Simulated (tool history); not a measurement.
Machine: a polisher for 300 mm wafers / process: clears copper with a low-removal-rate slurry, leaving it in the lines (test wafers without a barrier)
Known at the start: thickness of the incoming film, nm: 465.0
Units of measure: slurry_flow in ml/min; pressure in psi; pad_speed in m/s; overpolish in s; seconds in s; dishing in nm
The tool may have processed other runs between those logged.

run	day	slurry_flow	pressure	pad_speed	slurry_solids	overpolish	seconds	dishing
1	0.000	160	3.8	1.04	1.00	24	112.20	38.299
2	0.296	160	4.3	1.04	1.00	24	104.79	39.230
3	0.429	160	4.3	0.82	1.00	24	124.38	35.983
4	0.650	170	4.5	0.76	1.05	19	122.27	33.065
5	0.800	185	4.5	0.76	1.05	19	124.02	33.118
6	0.838	185	4.5	0.76	1.05	11	126.36	23.035
7	1.021	185	4.6	0.76	1.05	11	124.57	23.549

What does the tool deliver on the next run?
8	1.158	185	4.7	0.76	1.05	11	?	?

seconds: 117.73 s
dishing: 24.119 nm
